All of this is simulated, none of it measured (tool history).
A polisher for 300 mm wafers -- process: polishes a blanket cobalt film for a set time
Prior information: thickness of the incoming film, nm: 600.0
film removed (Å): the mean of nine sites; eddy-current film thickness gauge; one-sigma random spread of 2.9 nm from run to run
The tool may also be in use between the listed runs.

| run | hour | flow of slurry (ml/min) | pressure of the wafer on the pad (kPa) | speed of the pad under the wafer (m/s) | polishing time (s) | film removed (Å) |
|---|---|---|---|---|---|---|
| 1 | 0.0 | 175 | 15.2 | 1.20 | 44 | 3092.3 |
| 2 | 3.9 | 185 | 15.9 | 1.20 | 44 | 3325.7 |
| 3 | 4.9 | 185 | 15.9 | 1.20 | 46 | 3439.9 |
| 4 | 12.3 | 190 | 15.9 | 1.20 | 46 | 3484.7 |
| 5 | 20.1 | 190 | 15.9 | 1.20 | 44 | 3311.3 |
| 6 | 23.8 | 200 | 16.5 | 1.20 | 44 | 3491.6 |

Run 7, settings as shown, results not yet in. Your forecast:
| 7 | 29.9 | 205 | 16.5 | 1.20 | 44 | ? |

Run 7 came out at film removed (Å) 3474.6.
